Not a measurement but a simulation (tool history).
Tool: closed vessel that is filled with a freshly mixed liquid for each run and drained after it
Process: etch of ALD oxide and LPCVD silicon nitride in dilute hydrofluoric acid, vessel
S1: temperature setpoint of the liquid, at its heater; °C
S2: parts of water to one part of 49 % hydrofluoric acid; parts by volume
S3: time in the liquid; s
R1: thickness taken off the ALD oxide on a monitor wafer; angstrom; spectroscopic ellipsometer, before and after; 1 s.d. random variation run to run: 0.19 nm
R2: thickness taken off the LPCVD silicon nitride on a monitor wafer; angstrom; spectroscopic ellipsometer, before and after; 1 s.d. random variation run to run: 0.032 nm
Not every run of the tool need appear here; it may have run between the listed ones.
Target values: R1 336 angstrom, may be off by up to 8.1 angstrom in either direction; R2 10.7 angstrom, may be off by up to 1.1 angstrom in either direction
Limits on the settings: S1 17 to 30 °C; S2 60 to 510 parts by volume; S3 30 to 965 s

run 1 day=0 | S1=22 S2=285 S3=495 | R1=227.09 R2=7.8478
run 2 day=0.079 | S1=22 S2=285 S3=420 | R1=190.95 R2=6.5961
run 3 day=0.179 | S1=22.5 S2=260 S3=415 | R1=216.4 R2=7.3727
run 4 day=0.471 | S1=22.5 S2=260 S3=235 | R1=123.39 R2=4.411
run 5 day=0.504 | S1=23.5 S2=220 S3=235 | R1=157.86 R2=5.3763
run 6 day=0.779 | S1=23.5 S2=140 S3=235 | R1=270.9 R2=8.1721
run 7 day=0.896 | S1=24.5 S2=135 S3=235 | R1=291.92 R2=9.2518
run 8 day=1.25 | S1=25 S2=130 S3=235 | R1=311.65 R2=9.8364

Exactly one of the 5 candidate moves below puts every result within its allowed miss. Which one?
run A day=1.604 | S1=23 S2=180 S3=350 | R1=? R2=?
run B day=1.604 | S1=18.5 S2=95 S3=230 | R1=? R2=?
run C day=1.604 | S1=24 S2=110 S3=195 | R1=? R2=?
run D day=1.604 | S1=30 S2=290 S3=490 | R1=? R2=?
run E day=1.604 | S1=25.5 S2=120 S3=225 | R1=? R2=?

move=A R1=291.85 R2=9.8323
move=B R1=332.94 R2=8.9372
move=C R1=299.49 R2=9.5052
move=D R1=287.51 R2=13.072
move=E R1=331.73 R2=11.093
A: lands further from the targets than the last run did
B: brings the last run's worst result on target, with another outside its allowed miss
C: lands further from the targets than the last run did
D: lands further from the targets than the last run did
E: each result inside its tolerance
The move that meets every target is E.

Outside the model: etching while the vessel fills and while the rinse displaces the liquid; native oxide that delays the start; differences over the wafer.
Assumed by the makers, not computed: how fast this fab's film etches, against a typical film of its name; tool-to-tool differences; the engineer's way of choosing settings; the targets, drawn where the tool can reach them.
